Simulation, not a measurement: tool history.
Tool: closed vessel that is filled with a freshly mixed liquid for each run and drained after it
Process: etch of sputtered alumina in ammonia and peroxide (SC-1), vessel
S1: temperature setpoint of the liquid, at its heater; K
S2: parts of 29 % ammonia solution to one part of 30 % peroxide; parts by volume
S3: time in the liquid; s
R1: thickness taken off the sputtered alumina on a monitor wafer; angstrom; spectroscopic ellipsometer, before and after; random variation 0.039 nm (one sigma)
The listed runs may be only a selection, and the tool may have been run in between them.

run,day,S1,S2,S3,R1
1,0.000,321.15,1.0,105,50.866
2,0.092,321.65,1.0,105,53.053
3,0.192,322.15,1.0,105,54.106
4,0.512,324.65,1.0,105,62.658
5,0.862,328.65,1.0,105,77.898
6,1.188,327.65,1.0,105,73.868

Forecast run 7:
7,1.479,326.65,1.0,105,?

Run 7 yielded R1 70.919 angstrom.
